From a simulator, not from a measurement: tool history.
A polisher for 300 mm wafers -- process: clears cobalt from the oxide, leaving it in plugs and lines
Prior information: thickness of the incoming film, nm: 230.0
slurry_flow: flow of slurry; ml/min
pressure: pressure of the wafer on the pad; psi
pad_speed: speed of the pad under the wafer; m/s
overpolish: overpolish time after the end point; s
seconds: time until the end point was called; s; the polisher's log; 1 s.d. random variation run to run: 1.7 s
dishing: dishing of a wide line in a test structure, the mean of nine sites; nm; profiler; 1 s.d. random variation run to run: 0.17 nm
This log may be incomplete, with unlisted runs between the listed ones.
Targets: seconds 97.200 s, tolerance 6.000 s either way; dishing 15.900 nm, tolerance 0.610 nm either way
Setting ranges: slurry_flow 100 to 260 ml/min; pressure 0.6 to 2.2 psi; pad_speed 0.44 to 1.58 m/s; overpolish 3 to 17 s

run  hour  slurry_flow  pressure  pad_speed  overpolish  seconds  dishing
  1   0.0          165       1.4       1.00           9   71.993   25.971
  2   7.2          170       1.3       1.00           8   78.124   22.223
  3  12.5          145       1.3       1.00           8   80.507   21.369
  4  16.7          150       1.2       1.00           7   84.198   18.330
  5  25.3          150       1.2       1.00           9   83.723   23.100
  6  32.4          155       1.2       1.00           8   83.493   20.921
  7  33.3          160       1.1       0.98           7   88.996   17.316
  8  37.2          155       1.1       0.98           7   89.745   17.029
  9  43.9          150       1.1       0.98           7   86.738   17.091
 10  46.2          145       1.1       0.98           7   89.814   17.051

Which single option among these 4 for the next run brings every result within its allowed miss of target? Just one does.
  A  48.5          120       1.2       1.08           6        ?        ?
  B  48.5          140       0.9       1.02           8        ?        ?
  C  48.5          150       1.1       1.10           6        ?        ?
  D  48.5          130       1.4       0.80           7        ?        ?

move  seconds  dishing
   A   78.560   16.097
   B   95.874   17.460
   C   77.593   16.281
   D   92.857   15.912
A: corrects the largest miss of the last run, while another result sits out of spec
B: moves away from the targets compared with the last run
C: corrects the largest miss of the last run, while another result sits out of spec
D: meets every target
D is the move that brings every result within its allowed miss.

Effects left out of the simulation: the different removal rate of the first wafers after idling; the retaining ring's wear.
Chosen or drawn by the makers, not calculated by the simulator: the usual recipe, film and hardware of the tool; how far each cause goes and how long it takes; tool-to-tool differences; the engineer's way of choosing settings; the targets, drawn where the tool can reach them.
